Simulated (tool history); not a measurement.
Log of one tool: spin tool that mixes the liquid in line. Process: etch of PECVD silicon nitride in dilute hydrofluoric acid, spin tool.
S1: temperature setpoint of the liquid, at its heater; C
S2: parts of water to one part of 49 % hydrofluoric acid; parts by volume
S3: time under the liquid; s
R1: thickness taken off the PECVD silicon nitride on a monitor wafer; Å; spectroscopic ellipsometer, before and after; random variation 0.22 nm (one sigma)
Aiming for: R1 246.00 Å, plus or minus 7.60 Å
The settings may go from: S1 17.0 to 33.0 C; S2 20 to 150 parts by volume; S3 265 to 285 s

run  hour    S1   S2   S3      R1
  1   0.0  25.0   85  265  177.49
  2   6.8  26.5   85  265  196.89
  3  10.4  25.0   85  265  179.28
  4  15.0  25.0   85  265  177.17
  5  17.4  25.0  110  265  140.43
  6  19.9  27.5  110  265  160.60
  7  24.1  29.0  105  265  188.70
  8  28.8  30.5  105  265  208.74

Below are 4 possible settings for the next run. Only one of them brings all results inside the allowed miss of their targets. Which is it?
  A  33.5  30.0  95  270   ?
  B  33.5  29.5  90  265   ?
  C  33.5  30.5  95  265   ?
  D  33.5  30.0  85  265   ?

move      R1
   A  226.19
   B  227.10
   C  229.08
   D  248.21
A: an improvement on the last run, though not all results are within tolerance
B: an improvement on the last run, though not all results are within tolerance
C: an improvement on the last run, though not all results are within tolerance
D: meets every target
D meets every target.
